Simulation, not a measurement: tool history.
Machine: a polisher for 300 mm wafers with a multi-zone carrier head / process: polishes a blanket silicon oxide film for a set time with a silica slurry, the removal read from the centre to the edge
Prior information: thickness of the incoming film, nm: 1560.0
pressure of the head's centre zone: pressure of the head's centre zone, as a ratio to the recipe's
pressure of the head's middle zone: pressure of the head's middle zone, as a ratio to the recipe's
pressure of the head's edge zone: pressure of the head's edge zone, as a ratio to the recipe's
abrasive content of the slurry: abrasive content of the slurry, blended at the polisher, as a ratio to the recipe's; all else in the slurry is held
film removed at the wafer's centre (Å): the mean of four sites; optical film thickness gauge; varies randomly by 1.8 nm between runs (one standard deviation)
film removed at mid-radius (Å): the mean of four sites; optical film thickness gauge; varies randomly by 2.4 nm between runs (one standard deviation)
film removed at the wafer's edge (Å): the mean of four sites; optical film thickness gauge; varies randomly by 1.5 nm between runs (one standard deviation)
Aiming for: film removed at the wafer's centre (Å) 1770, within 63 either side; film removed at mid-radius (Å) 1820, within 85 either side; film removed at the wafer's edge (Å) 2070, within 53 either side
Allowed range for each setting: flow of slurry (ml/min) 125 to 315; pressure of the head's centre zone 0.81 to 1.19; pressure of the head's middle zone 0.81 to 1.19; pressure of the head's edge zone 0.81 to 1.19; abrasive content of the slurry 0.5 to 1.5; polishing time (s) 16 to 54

run	hour	flow of slurry (ml/min)	pressure of the head's centre zone	pressure of the head's middle zone	pressure of the head's edge zone	abrasive content of the slurry	polishing time (s)	film removed at the wafer's centre (Å)	film removed at mid-radius (Å)	film removed at the wafer's edge (Å)
1	0	205	1	1	1	1	35	1388.7	1366.7	1418.2
2	5.1	205	1.05	1	1	1	35	1468.9	1357.2	1435.8
3	8.4	205	1.05	1	1	1.15	35	1494.1	1434.2	1491
4	16.3	210	1.04	0.99	1.03	1.2	36	1584.8	1484.2	1553.6
5	23.1	210	1.04	0.99	1.06	1.2	36	1555.6	1457.3	1579.9
6	26.4	205	1.02	0.99	1.08	1.25	37	1608.3	1528	1680.1
7	31.9	240	0.94	1.02	1.18	1.5	38	1657.4	1667.8	1937.1
8	33	240	0.94	1.03	1.18	1.5	38	1605.4	1733.1	1919.8
9	36.1	245	0.95	1.02	1.19	1.5	39	1696.9	1764	1978

Below are 4 possible settings for the next run. Only one of them brings all results inside the allowed miss of their targets. Which is it?
A	39.2	240	0.87	1.02	1.19	1.5	41	?	?	?
B	39.2	210	0.94	0.98	1.15	1.5	42	?	?	?
C	39.2	250	0.84	1.03	1.19	1.5	40	?	?	?
D	39.2	270	0.84	0.97	1.16	1.5	41	?	?	?

move	film removed at the wafer's centre (Å)	film removed at mid-radius (Å)	film removed at the wafer's edge (Å)
A	1639.1	1826.9	2081
B	1777.5	1775.4	2066.2
C	1552.4	1806.7	2037.9
D	1606.7	1776.5	2077.1
A: brings the result that was furthest off to its target, and leaves another outside
B: every result lands within tolerance
C: brings the result that was furthest off to its target, and leaves another outside
D: brings the result that was furthest off to its target, and leaves another outside
B meets every target.

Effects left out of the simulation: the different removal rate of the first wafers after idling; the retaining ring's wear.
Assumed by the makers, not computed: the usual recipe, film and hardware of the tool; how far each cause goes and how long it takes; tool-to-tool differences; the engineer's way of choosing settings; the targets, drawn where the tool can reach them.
